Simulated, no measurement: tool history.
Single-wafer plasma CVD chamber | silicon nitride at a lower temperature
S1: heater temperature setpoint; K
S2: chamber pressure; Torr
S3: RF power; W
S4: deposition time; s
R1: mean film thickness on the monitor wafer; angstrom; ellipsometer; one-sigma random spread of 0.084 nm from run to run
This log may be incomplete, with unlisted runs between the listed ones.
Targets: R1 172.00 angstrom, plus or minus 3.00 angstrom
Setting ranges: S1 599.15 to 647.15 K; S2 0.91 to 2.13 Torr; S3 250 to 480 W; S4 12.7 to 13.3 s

run 1 hour=0.0 | S1=623.15 S2=1.52 S3=365 S4=13.3 | R1=197.82
run 2 hour=7.0 | S1=623.15 S2=1.45 S3=360 S4=13.3 | R1=192.35
run 3 hour=11.5 | S1=632.15 S2=1.45 S3=360 S4=13.3 | R1=191.47
run 4 hour=13.2 | S1=632.15 S2=1.32 S3=360 S4=13.3 | R1=187.46
run 5 hour=21.7 | S1=632.15 S2=1.32 S3=360 S4=13.3 | R1=188.38
run 6 hour=24.2 | S1=632.15 S2=1.28 S3=355 S4=13.3 | R1=185.82
run 7 hour=29.4 | S1=632.15 S2=1.24 S3=350 S4=13.3 | R1=180.24
run 8 hour=37.4 | S1=632.15 S2=1.21 S3=350 S4=13.3 | R1=179.47
run 9 hour=39.4 | S1=632.15 S2=1.19 S3=350 S4=13.3 | R1=178.07

Exactly one of the 5 candidate moves below puts every result within its allowed miss. Which one?
run A hour=41.4 | S1=641.15 S2=1.38 S3=370 S4=13.1 | R1=?
run B hour=41.4 | S1=635.15 S2=1.27 S3=370 S4=13.0 | R1=?
run C hour=41.4 | S1=632.15 S2=1.14 S3=340 S4=13.2 | R1=?
run D hour=41.4 | S1=630.15 S2=1.17 S3=375 S4=13.2 | R1=?
run E hour=41.4 | S1=627.15 S2=1.02 S3=395 S4=13.3 | R1=?

move=A R1=191.70
move=B R1=186.65
move=C R1=173.07
move=D R1=187.80
move=E R1=189.67
A: moves away from the targets compared with the last run
B: moves away from the targets compared with the last run
C: meets every target
D: moves away from the targets compared with the last run
E: moves away from the targets compared with the last run
Answer: C
